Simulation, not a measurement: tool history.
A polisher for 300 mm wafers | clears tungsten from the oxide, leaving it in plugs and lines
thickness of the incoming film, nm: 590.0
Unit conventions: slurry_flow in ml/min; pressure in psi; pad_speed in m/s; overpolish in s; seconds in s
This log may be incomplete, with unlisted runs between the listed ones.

run 1 day=0.000 | slurry_flow=170 pressure=4.0 pad_speed=1.16 slurry_solids=1.0 overpolish=8 | seconds=101.790
run 2 day=0.088 | slurry_flow=195 pressure=4.0 pad_speed=1.16 slurry_solids=1.0 overpolish=8 | seconds=98.572
run 3 day=0.288 | slurry_flow=195 pressure=4.0 pad_speed=1.30 slurry_solids=1.0 overpolish=8 | seconds=87.713
run 4 day=0.492 | slurry_flow=195 pressure=3.3 pad_speed=1.30 slurry_solids=1.0 overpolish=8 | seconds=107.090
run 5 day=0.696 | slurry_flow=195 pressure=4.0 pad_speed=1.32 slurry_solids=1.0 overpolish=8 | seconds=86.857
run 6 day=0.812 | slurry_flow=195 pressure=4.9 pad_speed=1.32 slurry_solids=1.0 overpolish=8 | seconds=71.071
run 7 day=1.000 | slurry_flow=195 pressure=5.2 pad_speed=1.32 slurry_solids=1.0 overpolish=8 | seconds=67.175

For run 8, what comes out?
run 8 day=1.167 | slurry_flow=195 pressure=5.4 pad_speed=1.32 slurry_solids=1.0 overpolish=8 | seconds=?

{"run 8": {"seconds": 64.551}}
